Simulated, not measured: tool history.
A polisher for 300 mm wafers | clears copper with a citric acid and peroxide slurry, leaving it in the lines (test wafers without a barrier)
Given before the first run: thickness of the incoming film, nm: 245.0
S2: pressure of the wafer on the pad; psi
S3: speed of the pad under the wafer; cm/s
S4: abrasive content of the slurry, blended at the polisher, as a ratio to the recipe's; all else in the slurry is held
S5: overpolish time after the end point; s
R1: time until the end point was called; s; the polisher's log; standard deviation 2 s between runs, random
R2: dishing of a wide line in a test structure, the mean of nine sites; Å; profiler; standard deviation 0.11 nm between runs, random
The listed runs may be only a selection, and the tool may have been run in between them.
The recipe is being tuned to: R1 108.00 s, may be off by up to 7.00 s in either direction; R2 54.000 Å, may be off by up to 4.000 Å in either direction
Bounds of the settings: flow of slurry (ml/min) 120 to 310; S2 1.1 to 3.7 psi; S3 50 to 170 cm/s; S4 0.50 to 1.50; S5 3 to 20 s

{"run": 1, "day": 0.0, "flow of slurry (ml/min)": 200, "S2": 2.4, "S3": 110, "S4": 1.0, "S5": 10, "R1": 122.65, "R2": 158.33}
{"run": 2, "day": 0.25, "flow of slurry (ml/min)": 200, "S2": 2.4, "S3": 110, "S4": 0.9, "S5": 10, "R1": 125.84, "R2": 150.03}
{"run": 3, "day": 0.412, "flow of slurry (ml/min)": 235, "S2": 2.4, "S3": 110, "S4": 0.9, "S5": 10, "R1": 123.42, "R2": 157.74}
{"run": 4, "day": 0.638, "flow of slurry (ml/min)": 200, "S2": 2.4, "S3": 114, "S4": 0.75, "S5": 8, "R1": 125.9, "R2": 117.77}
{"run": 5, "day": 0.888, "flow of slurry (ml/min)": 200, "S2": 2.4, "S3": 114, "S4": 0.9, "S5": 8, "R1": 120.05, "R2": 127.96}
{"run": 6, "day": 1.112, "flow of slurry (ml/min)": 150, "S2": 2.4, "S3": 114, "S4": 0.9, "S5": 8, "R1": 126.06, "R2": 117.86}
{"run": 7, "day": 1.212, "flow of slurry (ml/min)": 140, "S2": 2.3, "S3": 122, "S4": 0.75, "S5": 6, "R1": 133.47, "R2": 83.323}
{"day": 1.546, "done": "worn pad replaced by a new one"}
{"run": 8, "day": 1.546, "flow of slurry (ml/min)": 135, "S2": 2.2, "S3": 138, "S4": 0.65, "S5": 5, "R1": 125.14, "R2": 75.453}

Next run, 5 choices. One meets every target within its allowed miss, the rest don't. Which?
{"run": "A", "day": 1.879, "flow of slurry (ml/min)": 185, "S2": 1.8, "S3": 144, "S4": 0.6, "S5": 10, "R1": "?", "R2": "?"}
{"run": "B", "day": 1.879, "flow of slurry (ml/min)": 130, "S2": 2.0, "S3": 132, "S4": 0.65, "S5": 9, "R1": "?", "R2": "?"}
{"run": "C", "day": 1.879, "flow of slurry (ml/min)": 120, "S2": 2.5, "S3": 152, "S4": 0.55, "S5": 3, "R1": "?", "R2": "?"}
{"run": "D", "day": 1.879, "flow of slurry (ml/min)": 120, "S2": 2.5, "S3": 162, "S4": 0.65, "S5": 5, "R1": "?", "R2": "?"}
{"run": "E", "day": 1.879, "flow of slurry (ml/min)": 145, "S2": 1.8, "S3": 142, "S4": 0.7, "S5": 9, "R1": "?", "R2": "?"}

move=A R1=136.88 R2=138.090
move=B R1=140.98 R2=121.910
move=C R1=110.84 R2=53.463
move=D R1=102.12 R2=94.986
move=E R1=140.14 R2=122.360
A: misses by more than the last run did
B: misses by more than the last run did
C: hits every target within its allowed miss
D: misses by more than the last run did
E: misses by more than the last run did
C meets every target.

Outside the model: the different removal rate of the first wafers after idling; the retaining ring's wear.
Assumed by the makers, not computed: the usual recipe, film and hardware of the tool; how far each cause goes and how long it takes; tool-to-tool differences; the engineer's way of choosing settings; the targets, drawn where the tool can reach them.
